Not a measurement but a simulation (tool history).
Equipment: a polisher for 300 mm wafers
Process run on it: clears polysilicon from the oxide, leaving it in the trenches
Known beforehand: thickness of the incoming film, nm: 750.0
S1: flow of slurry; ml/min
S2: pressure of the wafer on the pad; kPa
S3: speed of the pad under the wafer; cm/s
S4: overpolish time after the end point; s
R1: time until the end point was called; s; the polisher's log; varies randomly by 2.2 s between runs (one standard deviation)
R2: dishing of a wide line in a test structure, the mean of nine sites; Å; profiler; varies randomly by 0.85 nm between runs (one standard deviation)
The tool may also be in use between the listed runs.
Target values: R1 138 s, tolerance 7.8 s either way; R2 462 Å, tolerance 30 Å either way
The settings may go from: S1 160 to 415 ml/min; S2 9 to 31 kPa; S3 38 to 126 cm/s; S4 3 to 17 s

run 1 hour=0 | S1=265 S2=20 S3=82 S4=9 | R1=63.263 R2=609.82
run 2 hour=4 | S1=265 S2=20 S3=96 S4=9 | R1=51.181 R2=637.4
run 3 hour=12.3 | S1=210 S2=20 S3=96 S4=9 | R1=54.229 R2=622.66
run 4 hour=20.2 | S1=205 S2=17.9 S3=92 S4=9 | R1=63.773 R2=604.54
run 5 hour=27.9 | S1=205 S2=14.5 S3=92 S4=9 | R1=77.003 R2=562.52
run 6 hour=28.5 | S1=160 S2=14.5 S3=92 S4=9 | R1=83.134 R2=530.96
run 7 hour=31.9 | S1=160 S2=13.8 S3=90 S4=9 | R1=88.876 R2=504.67
run 8 hour=37.9 | S1=160 S2=13.1 S3=88 S4=9 | R1=93.375 R2=502.49
run 9 hour=38.5 | S1=160 S2=12.4 S3=86 S4=9 | R1=101.05 R2=466.4
run 10 hour=47.2 | S1=160 S2=11.7 S3=84 S4=10 | R1=110.77 R2=486.72
run 11 hour=52.4 | S1=160 S2=11 S3=84 S4=10 | R1=114.48 R2=468.08
run 12 hour=56 | S1=160 S2=11 S3=84 S4=10 | R1=113.94 R2=448.24
run 13 hour=59.8 | S1=160 S2=11 S3=84 S4=11 | R1=116.49 R2=489.8

Exactly one of the 4 candidate moves below puts every result within its allowed miss. Which one?
run A hour=63.6 | S1=190 S2=17.2 S3=58 S4=8 | R1=? R2=?
run B hour=63.6 | S1=185 S2=10.3 S3=106 S4=8 | R1=? R2=?
run C hour=63.6 | S1=180 S2=11 S3=68 S4=12 | R1=? R2=?
run D hour=63.6 | S1=180 S2=13.8 S3=86 S4=8 | R1=? R2=?

move=A R1=103.53 R2=430.42
move=B R1=94.485 R2=456.64
move=C R1=137.43 R2=465.57
move=D R1=88.529 R2=475.54
A: its largest miss is bigger than the last run's
B: its largest miss is bigger than the last run's
C: meets every target
D: its largest miss is bigger than the last run's
Move C is the one to make.
